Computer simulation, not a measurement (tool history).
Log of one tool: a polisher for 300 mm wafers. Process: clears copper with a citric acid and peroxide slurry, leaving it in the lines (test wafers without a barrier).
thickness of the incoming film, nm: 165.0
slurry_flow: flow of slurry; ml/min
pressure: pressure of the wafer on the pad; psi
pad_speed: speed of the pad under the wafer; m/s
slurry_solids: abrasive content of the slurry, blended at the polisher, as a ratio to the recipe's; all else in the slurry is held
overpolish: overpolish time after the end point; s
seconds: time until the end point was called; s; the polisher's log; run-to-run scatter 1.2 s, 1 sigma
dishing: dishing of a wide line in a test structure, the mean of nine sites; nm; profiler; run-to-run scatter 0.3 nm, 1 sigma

Run 1, day 0.000: slurry_flow 185 ml/min, pressure 3.3 psi, pad_speed 0.86 m/s, slurry_solids 1.0, overpolish 18 s. Result: seconds 88.087 s, dishing 24.939 nm.
Run 2, day 0.333: slurry_flow 160 ml/min, pressure 3.3 psi, pad_speed 0.86 m/s, slurry_solids 1.0, overpolish 18 s. Result: seconds 90.894 s, dishing 25.759 nm.
Run 3, day 0.517: slurry_flow 160 ml/min, pressure 4.1 psi, pad_speed 0.86 m/s, slurry_solids 1.0, overpolish 18 s. Result: seconds 77.857 s, dishing 28.479 nm.
Run 4, day 0.588: slurry_flow 160 ml/min, pressure 4.1 psi, pad_speed 0.86 m/s, slurry_solids 1.0, overpolish 12 s. Result: seconds 77.480 s, dishing 19.714 nm.
Run 5, day 0.712: slurry_flow 155 ml/min, pressure 3.9 psi, pad_speed 0.86 m/s, slurry_solids 1.0, overpolish 13 s. Result: seconds 82.596 s, dishing 20.740 nm.
Run 6, day 0.954: slurry_flow 155 ml/min, pressure 3.9 psi, pad_speed 0.86 m/s, slurry_solids 1.1, overpolish 13 s. Result: seconds 78.584 s, dishing 21.024 nm.
Run 7, day 0.979: slurry_flow 135 ml/min, pressure 2.9 psi, pad_speed 0.84 m/s, slurry_solids 1.0, overpolish 20 s. Result: seconds 105.470 s, dishing 23.821 nm.
Run 8, day 1.221: slurry_flow 135 ml/min, pressure 2.8 psi, pad_speed 0.84 m/s, slurry_solids 1.0, overpolish 20 s. Result: seconds 107.200 s, dishing 23.807 nm.

Predict the results of run 9:
Run 9, day 1.404: slurry_flow 135 ml/min, pressure 2.7 psi, pad_speed 0.84 m/s, slurry_solids 1.0, overpolish 20 s. Result: seconds ?, dishing ?.

seconds: 108.050 s
dishing: 22.981 nm
